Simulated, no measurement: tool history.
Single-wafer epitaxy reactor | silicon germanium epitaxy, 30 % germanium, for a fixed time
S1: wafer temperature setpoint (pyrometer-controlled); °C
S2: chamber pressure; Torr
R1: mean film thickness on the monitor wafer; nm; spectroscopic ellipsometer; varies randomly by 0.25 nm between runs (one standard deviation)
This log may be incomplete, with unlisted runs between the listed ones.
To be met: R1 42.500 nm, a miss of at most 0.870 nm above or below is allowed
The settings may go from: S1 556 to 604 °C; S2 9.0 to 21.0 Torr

| run | hour | S1 | S2 | R1 |
|---|---|---|---|---|
| 1 | 0.0 | 580 | 15.0 | 34.056 |
| 2 | 6.1 | 580 | 13.7 | 32.902 |
| 3 | 14.7 | 584 | 13.8 | 35.544 |
| 4 | 19.6 | 586 | 13.8 | 36.111 |
| 5 | 23.8 | 589 | 13.9 | 38.893 |
| 6 | 25.2 | 590 | 13.9 | 39.058 |
|  | 29.1 | capacitance manometer re-zeroed and calibrated |
| 7 | 29.1 | 591 | 13.9 | 40.405 |
| 8 | 37.9 | 592 | 13.9 | 41.265 |

Exactly one of the 4 candidate moves below puts every result within its allowed miss. Which one?
| A | 46.7 | 599 | 10.5 | ? |
| B | 46.7 | 591 | 13.5 | ? |
| C | 46.7 | 598 | 12.1 | ? |
| D | 46.7 | 588 | 13.5 | ? |

| move | R1 |
|---|---|
| A | 40.277 |
| B | 40.001 |
| C | 42.533 |
| D | 38.068 |
A: its largest miss is bigger than the last run's
B: its largest miss is bigger than the last run's
C: meets every target
D: its largest miss is bigger than the last run's
Go with C: it meets all targets.
